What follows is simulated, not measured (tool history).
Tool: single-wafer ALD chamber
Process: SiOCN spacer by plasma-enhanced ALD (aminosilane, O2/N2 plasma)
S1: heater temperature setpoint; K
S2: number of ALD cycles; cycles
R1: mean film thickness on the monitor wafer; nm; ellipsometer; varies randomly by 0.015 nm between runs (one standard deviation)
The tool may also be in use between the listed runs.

| run | hour | S1 | S2 | R1 |
|---|---|---|---|---|
| 1 | 0 | 668.15 | 79 | 5.1084 |
| 2 | 1 | 668.15 | 84 | 5.4223 |
| 3 | 3.8 | 662.15 | 84 | 5.4754 |
| 4 | 7.2 | 667.15 | 84 | 5.3965 |
| 5 | 14.6 | 659.15 | 84 | 5.4194 |
| 6 | 16.5 | 659.15 | 76 | 4.8995 |

Predict the results of run 7:
| 7 | 22.3 | 659.15 | 71 | ? |

{"run 7": {"R1": 4.6072}}
